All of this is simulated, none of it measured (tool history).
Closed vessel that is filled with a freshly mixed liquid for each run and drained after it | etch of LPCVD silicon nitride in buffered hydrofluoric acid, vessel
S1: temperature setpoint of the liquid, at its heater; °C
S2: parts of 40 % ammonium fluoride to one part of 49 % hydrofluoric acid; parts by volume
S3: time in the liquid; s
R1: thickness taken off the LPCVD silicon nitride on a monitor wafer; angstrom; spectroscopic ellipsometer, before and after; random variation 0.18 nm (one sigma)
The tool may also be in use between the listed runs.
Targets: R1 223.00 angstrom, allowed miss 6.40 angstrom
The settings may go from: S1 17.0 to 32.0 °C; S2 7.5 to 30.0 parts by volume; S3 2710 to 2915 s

run  hour    S1    S2    S3      R1
  1   0.0  24.0  22.0  2710  196.86
  2   3.5  22.0  22.0  2710  174.13
  3   9.2  25.0  22.0  2710  205.51
  4  14.1  23.5  22.0  2710  192.68
  5  20.9  23.5  27.0  2710  163.25
  6  26.0  23.5  30.0  2710  154.31
  7  32.6  24.0  30.0  2710  158.54
  8  36.5  24.5  30.0  2710  163.72
  9  38.6  25.0  30.0  2710  164.59
 10  40.9  25.5  30.0  2710  174.13
 11  46.4  26.0  30.0  2710  175.64
 12  47.3  26.5  30.0  2710  179.30
 13  55.1  27.0  30.0  2710  187.07
 14  60.3  27.5  30.0  2710  190.39
 15  65.0  31.0  29.5  2710  232.94

4 next moves are on the table. One of them brings every result within its allowed miss. Which?
  A  69.7  32.0  30.0  2740   ?
  B  69.7  29.0  29.5  2855   ?
  C  69.7  29.5  26.5  2835   ?
  D  69.7  32.0  29.5  2745   ?

move      R1
   A  244.32
   B  219.57
   C  240.92
   D  247.57
A: further off than the last run
B: meets every target
C: further off than the last run
D: further off than the last run
Answer: B
